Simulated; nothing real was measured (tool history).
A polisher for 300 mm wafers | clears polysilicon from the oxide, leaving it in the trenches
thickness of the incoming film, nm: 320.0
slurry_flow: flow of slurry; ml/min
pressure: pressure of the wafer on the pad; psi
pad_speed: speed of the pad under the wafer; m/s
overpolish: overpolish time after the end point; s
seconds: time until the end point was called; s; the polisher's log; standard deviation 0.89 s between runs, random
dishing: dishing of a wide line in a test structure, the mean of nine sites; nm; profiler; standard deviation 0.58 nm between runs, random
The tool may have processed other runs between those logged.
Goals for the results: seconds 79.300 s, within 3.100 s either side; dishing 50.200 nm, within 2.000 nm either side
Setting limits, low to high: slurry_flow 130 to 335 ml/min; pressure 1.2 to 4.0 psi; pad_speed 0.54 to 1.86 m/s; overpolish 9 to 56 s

run 1 hour=0.0 | slurry_flow=215 pressure=2.6 pad_speed=1.18 overpolish=29 | seconds=26.313 dishing=51.620
run 2 hour=6.3 | slurry_flow=260 pressure=2.6 pad_speed=1.18 overpolish=29 | seconds=26.179 dishing=51.065
run 3 hour=9.2 | slurry_flow=255 pressure=2.2 pad_speed=0.98 overpolish=28 | seconds=36.538 dishing=49.949
run 4 hour=17.9 | slurry_flow=255 pressure=2.2 pad_speed=1.22 overpolish=28 | seconds=29.246 dishing=51.543
run 5 hour=18.7 | slurry_flow=220 pressure=1.9 pad_speed=1.02 overpolish=29 | seconds=41.301 dishing=50.783
run 6 hour=21.9 | slurry_flow=205 pressure=1.7 pad_speed=0.92 overpolish=30 | seconds=51.571 dishing=49.330
run 7 hour=25.6 | slurry_flow=185 pressure=1.6 pad_speed=0.88 overpolish=26 | seconds=57.643 dishing=47.987
run 8 hour=30.1 | slurry_flow=240 pressure=1.2 pad_speed=0.56 overpolish=40 | seconds=110.820 dishing=46.845
run 9 hour=35.5 | slurry_flow=270 pressure=1.4 pad_speed=0.58 overpolish=44 | seconds=92.009 dishing=49.682
run 10 hour=40.3 | slurry_flow=270 pressure=1.5 pad_speed=0.58 overpolish=43 | seconds=85.654 dishing=48.417
run 11 hour=42.6 | slurry_flow=280 pressure=1.5 pad_speed=0.58 overpolish=47 | seconds=85.400 dishing=49.786
run 12 hour=45.5 | slurry_flow=285 pressure=1.5 pad_speed=0.58 overpolish=47 | seconds=86.608 dishing=50.817

4 next moves are on the table. One of them brings every result within its allowed miss. Which?
run A hour=48.4 | slurry_flow=305 pressure=1.2 pad_speed=0.64 overpolish=54 | seconds=? dishing=?
run B hour=48.4 | slurry_flow=180 pressure=1.4 pad_speed=0.64 overpolish=31 | seconds=? dishing=?
run C hour=48.4 | slurry_flow=305 pressure=1.5 pad_speed=0.62 overpolish=56 | seconds=? dishing=?
run D hour=48.4 | slurry_flow=265 pressure=1.3 pad_speed=0.60 overpolish=45 | seconds=? dishing=?

move=A seconds=94.866 dishing=50.595
move=B seconds=87.596 dishing=47.470
move=C seconds=79.200 dishing=51.120
move=D seconds=94.836 dishing=49.775
A: misses by more than the last run did
B: misses by more than the last run did
C: hits every target within its allowed miss
D: misses by more than the last run did
Correct choice: C, which meets every target
